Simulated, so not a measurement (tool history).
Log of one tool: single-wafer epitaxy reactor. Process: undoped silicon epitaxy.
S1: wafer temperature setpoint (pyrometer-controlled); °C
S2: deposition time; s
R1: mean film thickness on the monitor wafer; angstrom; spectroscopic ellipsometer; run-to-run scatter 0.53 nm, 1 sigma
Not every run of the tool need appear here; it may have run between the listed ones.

| run | hour | S1 | S2 | R1 |
|---|---|---|---|---|
| 1 | 0 | 665 | 586 | 1370.6 |
| 2 | 3 | 665 | 636 | 1498.6 |
| 3 | 11.4 | 655 | 636 | 1205.8 |
| 4 | 14.6 | 655 | 714 | 1352 |
| 5 | 20.2 | 659 | 714 | 1478 |
| 6 | 25.6 | 659 | 670 | 1386.3 |
| 7 | 28.3 | 662 | 670 | 1476.1 |
| 8 | 31.3 | 665 | 670 | 1566.4 |
| 9 | 35.2 | 667 | 670 | 1643.3 |

For run 10, what comes out?
| 10 | 41.7 | 669 | 670 | ? |

{"run 10": {"R1": 1719.9}}
